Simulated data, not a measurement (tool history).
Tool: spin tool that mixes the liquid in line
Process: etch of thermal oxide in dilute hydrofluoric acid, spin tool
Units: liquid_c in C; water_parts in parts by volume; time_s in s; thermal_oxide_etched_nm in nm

run,hour,liquid_c,water_parts,time_s,thermal_oxide_etched_nm
1,0,26,195,60,1.299
2,5.3,28,175,60,1.598
3,8.4,29.5,160,60,1.87
4,17.1,30.5,150,60,2.0859
5,18,31.5,145,60,2.2454
6,18.9,32,140,60,2.4051
7,22.3,32.5,135,60,2.5229
8,27.6,33,135,60,2.6073

Forecast run 9:
9,36.3,33,135,60,?

{"run 9": {"thermal_oxide_etched_nm": 2.5554}}
